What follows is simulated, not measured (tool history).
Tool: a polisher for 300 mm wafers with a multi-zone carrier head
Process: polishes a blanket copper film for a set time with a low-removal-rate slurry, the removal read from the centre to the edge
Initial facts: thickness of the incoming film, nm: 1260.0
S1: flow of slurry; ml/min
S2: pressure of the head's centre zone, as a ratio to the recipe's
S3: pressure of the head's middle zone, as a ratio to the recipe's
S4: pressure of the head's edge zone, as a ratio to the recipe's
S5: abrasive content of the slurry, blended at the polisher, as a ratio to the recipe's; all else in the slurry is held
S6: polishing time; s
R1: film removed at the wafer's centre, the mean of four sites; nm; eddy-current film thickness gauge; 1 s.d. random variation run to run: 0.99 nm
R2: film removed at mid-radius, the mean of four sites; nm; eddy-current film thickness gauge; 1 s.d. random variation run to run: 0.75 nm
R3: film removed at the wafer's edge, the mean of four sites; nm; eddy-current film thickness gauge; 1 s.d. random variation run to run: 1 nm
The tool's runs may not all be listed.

run,hour,S1,S2,S3,S4,S5,S6,R1,R2,R3
1,0.0,175,1.00,1.00,1.00,1.00,58,125.04,135.82,137.47
2,8.6,175,0.95,1.00,1.00,1.00,58,119.21,136.66,137.20
3,16.4,170,0.96,0.99,0.97,0.95,58,117.68,132.33,134.17
4,18.9,170,0.98,0.99,0.94,0.90,58,117.70,131.29,130.61
5,25.9,165,0.99,0.98,0.92,0.85,58,118.61,127.17,128.36
6,31.7,165,0.91,0.98,0.92,0.85,58,108.15,126.96,129.83
7,33.5,125,1.01,0.95,0.82,0.65,57,105.56,110.50,107.57

Run 8, settings as shown, results not yet in. Your forecast:
# hour 35.6: centre zone pressure recalibrated
8,35.6,130,1.01,0.95,0.83,0.65,57,?,?,?

R1: 121.95 nm
R2: 112.34 nm
R3: 111.87 nm

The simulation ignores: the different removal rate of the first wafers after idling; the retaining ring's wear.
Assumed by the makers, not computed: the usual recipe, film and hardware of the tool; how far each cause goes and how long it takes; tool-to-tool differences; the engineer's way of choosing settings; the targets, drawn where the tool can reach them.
